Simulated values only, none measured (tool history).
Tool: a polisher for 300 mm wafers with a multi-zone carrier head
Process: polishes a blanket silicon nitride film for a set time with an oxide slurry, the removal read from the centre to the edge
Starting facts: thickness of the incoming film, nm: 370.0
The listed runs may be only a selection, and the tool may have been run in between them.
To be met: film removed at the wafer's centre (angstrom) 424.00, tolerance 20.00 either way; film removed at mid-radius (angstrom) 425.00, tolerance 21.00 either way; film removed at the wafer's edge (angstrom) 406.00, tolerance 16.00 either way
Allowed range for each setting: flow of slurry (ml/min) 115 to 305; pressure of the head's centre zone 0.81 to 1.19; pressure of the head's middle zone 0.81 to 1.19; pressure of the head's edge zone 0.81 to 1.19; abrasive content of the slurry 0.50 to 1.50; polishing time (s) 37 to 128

run	day	flow of slurry (ml/min)	pressure of the head's centre zone	pressure of the head's middle zone	pressure of the head's edge zone	abrasive content of the slurry	polishing time (s)	film removed at the wafer's centre (angstrom)	film removed at mid-radius (angstrom)	film removed at the wafer's edge (angstrom)
1	0.000	195	1.00	1.00	1.00	1.00	82	548.99	519.63	508.54
2	0.167	195	0.95	1.00	1.00	1.00	82	527.58	529.92	512.75
3	0.512	195	0.95	1.00	0.99	0.95	82	523.79	518.78	496.77
4	0.579	195	0.95	1.00	1.05	0.95	82	517.96	528.04	516.85
5	0.888	195	0.95	1.07	1.05	0.95	82	505.87	542.04	529.10
6	1.142	195	0.95	1.07	1.05	0.95	95	591.70	639.57	584.59
7	1.400	190	0.95	1.06	1.04	0.90	94	577.36	605.37	568.67
8	1.442	185	0.94	1.06	1.03	0.85	93	546.38	604.87	549.78
9	1.604	185	0.94	1.05	1.03	0.80	91	512.95	550.65	530.34
10	1.954	185	0.94	1.05	1.01	0.75	91	502.33	540.68	505.80
11	2.167	185	0.94	1.04	1.00	0.70	91	499.26	530.86	495.61
12	2.533	185	0.94	1.03	0.99	0.70	90	492.77	512.81	473.18
13	2.662	185	0.93	1.02	0.99	0.70	90	475.76	504.55	480.49
14	3.008	185	0.93	1.02	0.99	0.70	90	471.46	511.67	474.86
15	3.375	170	0.94	0.92	0.89	0.50	89	402.73	391.06	375.73
16	3.533	175	0.94	0.92	0.90	0.50	89	406.78	391.40	387.28
17	3.888	180	0.94	0.93	0.90	0.50	89	415.13	403.69	390.56
18	4.117	180	0.94	0.93	0.90	0.50	89	409.74	402.32	392.88

Below are 4 possible settings for the next run. Only one of them brings all results inside the allowed miss of their targets. Which is it?
A	4.346	275	0.87	1.01	0.86	0.50	86	?	?	?
B	4.346	185	0.88	0.86	0.96	0.50	92	?	?	?
C	4.346	130	0.92	0.94	0.87	0.70	85	?	?	?
D	4.346	185	0.98	0.93	0.93	0.50	87	?	?	?

move	film removed at the wafer's centre (angstrom)	film removed at mid-radius (angstrom)	film removed at the wafer's edge (angstrom)
A	382.56	432.14	380.80
B	394.02	390.66	415.62
C	420.57	429.16	412.53
D	415.51	392.10	386.88
A: puts the biggest miss on target and leaves a different result outside tolerance
B: further off than the last run
C: meets every target
D: further off than the last run
The move that meets every target is C.
